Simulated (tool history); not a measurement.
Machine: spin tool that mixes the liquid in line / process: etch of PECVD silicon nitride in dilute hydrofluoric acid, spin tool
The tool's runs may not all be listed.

run  hour  temperature setpoint of the liquid (K)  parts of water to one part of 49 % hydrofluoric acid (parts by volume)  time under the liquid (s)  thickness taken off the PECVD silicon nitride on a monitor wafer (angstrom)
  1     0                                  299.15                                                                      80                        300                                                                       218.91
  2   2.3                                  299.15                                                                      80                        300                                                                       218.47
  3   9.8                                  297.65                                                                      80                        300                                                                       199.21
  4  13.1                                  295.65                                                                      80                        300                                                                       174.33
  5  14.3                                  297.15                                                                      80                        300                                                                        189.3
  6  16.5                                  294.65                                                                      80                        300                                                                       161.74
  7  23.4                                  293.65                                                                      80                        300                                                                       152.22
  8  31.1                                  292.65                                                                      80                        300                                                                       141.68

Run 9 comes next. What will it give?
  9  39.6                                  292.15                                                                      80                        300                                                                            ?

{"run 9": {"thickness taken off the PECVD silicon nitride on a monitor wafer (angstrom)": 135.73}}
